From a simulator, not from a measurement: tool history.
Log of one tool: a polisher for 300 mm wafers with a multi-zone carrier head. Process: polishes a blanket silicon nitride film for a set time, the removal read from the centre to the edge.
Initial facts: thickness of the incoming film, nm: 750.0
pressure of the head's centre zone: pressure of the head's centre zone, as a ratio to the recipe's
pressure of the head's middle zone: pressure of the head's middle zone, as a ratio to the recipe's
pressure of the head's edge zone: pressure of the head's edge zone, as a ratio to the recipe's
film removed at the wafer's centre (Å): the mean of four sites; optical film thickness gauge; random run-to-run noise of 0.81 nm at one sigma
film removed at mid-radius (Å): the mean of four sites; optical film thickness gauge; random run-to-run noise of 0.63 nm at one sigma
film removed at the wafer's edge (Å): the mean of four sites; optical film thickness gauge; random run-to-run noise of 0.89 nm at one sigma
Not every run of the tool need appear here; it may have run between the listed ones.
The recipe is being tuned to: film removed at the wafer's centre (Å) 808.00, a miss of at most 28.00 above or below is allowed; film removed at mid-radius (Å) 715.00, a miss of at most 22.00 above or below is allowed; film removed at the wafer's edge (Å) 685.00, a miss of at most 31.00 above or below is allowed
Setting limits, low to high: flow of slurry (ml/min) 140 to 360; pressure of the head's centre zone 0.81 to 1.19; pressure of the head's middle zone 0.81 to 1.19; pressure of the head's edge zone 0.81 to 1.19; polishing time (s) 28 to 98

| run | hour | flow of slurry (ml/min) | pressure of the head's centre zone | pressure of the head's middle zone | pressure of the head's edge zone | polishing time (s) | film removed at the wafer's centre (Å) | film removed at mid-radius (Å) | film removed at the wafer's edge (Å) |
|---|---|---|---|---|---|---|---|---|---|
| 1 | 0.0 | 230 | 1.00 | 1.00 | 1.00 | 63 | 1279.00 | 1244.90 | 1250.60 |
| 2 | 4.9 | 230 | 0.96 | 1.00 | 1.00 | 63 | 1213.40 | 1228.00 | 1237.30 |
| 3 | 7.7 | 230 | 1.02 | 1.00 | 1.00 | 63 | 1311.30 | 1234.60 | 1284.10 |
| 4 | 10.1 | 185 | 1.02 | 1.00 | 1.00 | 63 | 1244.90 | 1180.70 | 1238.30 |
| 5 | 13.2 | 205 | 1.02 | 1.00 | 1.00 | 63 | 1274.70 | 1227.50 | 1294.00 |
| 6 | 16.8 | 205 | 1.09 | 1.00 | 1.00 | 63 | 1386.80 | 1230.20 | 1265.20 |
| 7 | 23.3 | 215 | 1.08 | 0.99 | 0.98 | 59 | 1281.50 | 1159.10 | 1192.40 |
| 8 | 32.3 | 170 | 1.16 | 1.00 | 0.88 | 41 | 922.15 | 765.03 | 757.75 |
| 9 | 34.1 | 170 | 1.15 | 1.00 | 0.87 | 41 | 910.60 | 759.19 | 742.47 |
| 10 | 42.5 | 170 | 1.14 | 1.00 | 0.86 | 41 | 880.96 | 766.03 | 751.78 |
| 11 | 51.5 | 170 | 1.14 | 1.01 | 0.82 | 35 | 775.10 | 658.65 | 620.62 |
| 12 | 53.6 | 170 | 1.14 | 1.01 | 0.83 | 35 | 764.48 | 657.12 | 629.11 |
| 13 | 55.8 | 175 | 1.14 | 1.02 | 0.84 | 35 | 766.62 | 655.10 | 634.91 |
| 14 | 59.9 | 175 | 1.14 | 1.03 | 0.84 | 35 | 767.71 | 665.11 | 638.10 |
| 15 | 64.1 | 175 | 1.14 | 1.04 | 0.85 | 35 | 766.12 | 673.44 | 634.69 |
| 16 | 67.8 | 175 | 1.14 | 1.04 | 0.86 | 35 | 770.52 | 668.80 | 630.91 |
| 17 | 76.8 | 215 | 1.13 | 1.07 | 0.96 | 38 | 851.28 | 759.03 | 747.55 |

Exactly one of the 4 candidate moves below puts every result within its allowed miss. Which one?
| A | 85.8 | 230 | 1.04 | 1.03 | 1.10 | 40 | ? | ? | ? |
| B | 85.8 | 195 | 1.16 | 1.09 | 0.97 | 35 | ? | ? | ? |
| C | 85.8 | 160 | 1.08 | 1.00 | 0.97 | 39 | ? | ? | ? |
| D | 85.8 | 215 | 1.02 | 0.98 | 1.18 | 43 | ? | ? | ? |

| move | film removed at the wafer's centre (Å) | film removed at mid-radius (Å) | film removed at the wafer's edge (Å) |
|---|---|---|---|
| A | 848.18 | 807.85 | 830.36 |
| B | 805.69 | 715.80 | 669.93 |
| C | 800.44 | 725.07 | 726.92 |
| D | 884.26 | 832.03 | 919.24 |
A: lands further from the targets than the last run did
B: each result inside its tolerance
C: gains on the last run, yet a result remains outside its allowed miss
D: lands further from the targets than the last run did
The move that meets every target is B.

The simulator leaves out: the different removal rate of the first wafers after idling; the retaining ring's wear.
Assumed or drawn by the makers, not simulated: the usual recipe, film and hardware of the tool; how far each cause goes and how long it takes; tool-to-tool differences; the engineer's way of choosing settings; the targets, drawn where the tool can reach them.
